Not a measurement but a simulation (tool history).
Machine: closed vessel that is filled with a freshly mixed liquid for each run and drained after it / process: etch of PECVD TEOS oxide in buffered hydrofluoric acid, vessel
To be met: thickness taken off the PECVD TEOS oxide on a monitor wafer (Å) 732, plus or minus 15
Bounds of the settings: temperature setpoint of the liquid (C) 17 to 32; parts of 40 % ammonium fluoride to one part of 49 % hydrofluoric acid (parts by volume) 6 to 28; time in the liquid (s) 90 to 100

run,hour,temperature setpoint of the liquid (C),parts of 40 % ammonium fluoride to one part of 49 % hydrofluoric acid (parts by volume),time in the liquid (s),thickness taken off the PECVD TEOS oxide on a monitor wafer (Å)
1,0,24,17,90,1181.3
2,3,24,17,100,1304.8
3,9.1,24,17,90,1183.5
4,15.5,26.5,17,90,1334.4
5,21,29.5,17,90,1573.1
6,24,29.5,17,100,1759.9
7,31.1,25.5,18.5,100,1291.4
8,35,21.5,20.5,100,952.31
9,41.3,20,20.5,100,879.75
10,50,19,20.5,100,828.22
11,56,18.5,20.5,100,804.81

Which single option among these 4 for the next run brings every result within its allowed miss of target? Just one does.
A,62,18,18,100,?
B,62,20.5,22.5,100,?
C,62,18,23,95,?
D,62,17.5,19,90,?

move,thickness taken off the PECVD TEOS oxide on a monitor wafer (Å)
A,888.53
B,850.03
C,690.61
D,736.79
A: the biggest miss grows against the last run
B: the biggest miss grows against the last run
C: carries the result that was furthest off beyond its target, to the other side
D: each result inside its tolerance
Correct choice: D, which meets every target

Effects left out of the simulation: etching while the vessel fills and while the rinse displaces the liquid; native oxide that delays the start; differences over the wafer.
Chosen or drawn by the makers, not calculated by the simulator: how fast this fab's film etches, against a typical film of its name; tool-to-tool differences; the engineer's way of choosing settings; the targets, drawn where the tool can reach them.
